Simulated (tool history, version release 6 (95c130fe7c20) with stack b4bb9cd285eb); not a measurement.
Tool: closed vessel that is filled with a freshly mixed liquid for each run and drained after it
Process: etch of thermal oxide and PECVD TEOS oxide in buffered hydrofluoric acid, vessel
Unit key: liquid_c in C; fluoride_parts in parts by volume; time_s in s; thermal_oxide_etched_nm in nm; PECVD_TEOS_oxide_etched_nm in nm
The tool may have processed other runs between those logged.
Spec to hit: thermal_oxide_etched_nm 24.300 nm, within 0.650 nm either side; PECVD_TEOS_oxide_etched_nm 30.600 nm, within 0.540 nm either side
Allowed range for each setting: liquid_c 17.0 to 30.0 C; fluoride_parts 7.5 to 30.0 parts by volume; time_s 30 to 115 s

run	hour	liquid_c	fluoride_parts	time_s	thermal_oxide_etched_nm	PECVD_TEOS_oxide_etched_nm
1	0.0	22.0	21.0	60	25.897	32.754
2	7.2	22.0	17.0	60	31.407	39.872
3	9.0	20.5	17.0	60	29.035	36.644
4	9.7	20.5	13.5	60	36.496	45.928
5	17.4	19.5	15.0	60	31.252	39.059
6	19.3	19.5	15.0	75	38.840	48.975
7	27.5	18.5	17.0	75	32.729	41.043
8	35.8	18.0	18.5	75	29.017	36.583
9	37.0	17.5	19.0	75	27.150	34.846
10	38.1	17.5	19.5	75	26.988	33.937
11	41.8	17.5	20.0	75	26.205	32.781
12	47.2	17.5	20.5	75	25.657	32.526

Of the 4 settings listed for the next run, only one would bring every result within its allowed miss of target. Which one?
A	52.6	19.0	14.0	50	?	?
B	52.6	17.0	19.5	80	?	?
C	52.6	20.0	24.5	80	?	?
D	52.6	17.0	11.0	40	?	?

move	thermal_oxide_etched_nm	PECVD_TEOS_oxide_etched_nm
A	26.728	34.060
B	27.530	35.083
C	27.668	35.259
D	24.172	30.804
A: further off than the last run
B: further off than the last run
C: further off than the last run
D: each result inside its tolerance
The right move is D.
